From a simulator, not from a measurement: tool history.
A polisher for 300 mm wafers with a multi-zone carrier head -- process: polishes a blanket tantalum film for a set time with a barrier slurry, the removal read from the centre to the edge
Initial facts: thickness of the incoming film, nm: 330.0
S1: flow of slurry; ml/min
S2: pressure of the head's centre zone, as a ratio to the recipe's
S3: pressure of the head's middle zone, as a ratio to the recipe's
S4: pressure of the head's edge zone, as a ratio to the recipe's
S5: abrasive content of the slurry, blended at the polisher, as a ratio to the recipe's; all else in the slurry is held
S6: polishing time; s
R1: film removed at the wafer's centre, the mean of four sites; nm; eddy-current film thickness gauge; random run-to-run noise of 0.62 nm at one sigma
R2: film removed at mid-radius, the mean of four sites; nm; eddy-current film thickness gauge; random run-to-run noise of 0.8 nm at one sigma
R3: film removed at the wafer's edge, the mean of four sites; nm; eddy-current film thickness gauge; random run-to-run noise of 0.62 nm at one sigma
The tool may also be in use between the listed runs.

Run 1, hour 0.0: S1 270 ml/min, S2 1.00, S3 1.00, S4 1.00, S5 1.00, S6 45 s. Result: R1 82.033 nm, R2 84.364 nm, R3 84.376 nm.
Run 2, hour 7.6: S1 330 ml/min, S2 1.00, S3 1.00, S4 1.00, S5 1.00, S6 45 s. Result: R1 84.850 nm, R2 84.513 nm, R3 86.629 nm.
Run 3, hour 16.1: S1 315 ml/min, S2 0.99, S3 0.98, S4 0.94, S5 0.85, S6 44 s. Result: R1 78.107 nm, R2 76.782 nm, R3 78.200 nm.
Run 4, hour 18.6: S1 315 ml/min, S2 0.99, S3 0.98, S4 0.91, S5 0.85, S6 44 s. Result: R1 77.818 nm, R2 76.817 nm, R3 75.779 nm.
Run 5, hour 20.6: S1 315 ml/min, S2 0.99, S3 0.92, S4 0.91, S5 0.85, S6 44 s. Result: R1 76.556 nm, R2 74.255 nm, R3 77.458 nm.
Run 6, hour 29.2: S1 315 ml/min, S2 0.99, S3 0.92, S4 0.91, S5 0.85, S6 53 s. Result: R1 93.805 nm, R2 88.238 nm, R3 91.997 nm.
Run 7, hour 30.1: S1 300 ml/min, S2 0.98, S3 0.93, S4 0.88, S5 0.75, S6 50 s. Result: R1 84.991 nm, R2 79.722 nm, R3 84.375 nm.

What does the tool deliver on the next run?
Run 8, hour 33.4: S1 310 ml/min, S2 0.98, S3 0.97, S4 0.86, S5 0.70, S6 47 s. Result: R1 ?, R2 ?, R3 ?.

R1: 78.346 nm
R2: 76.648 nm
R3: 76.460 nm
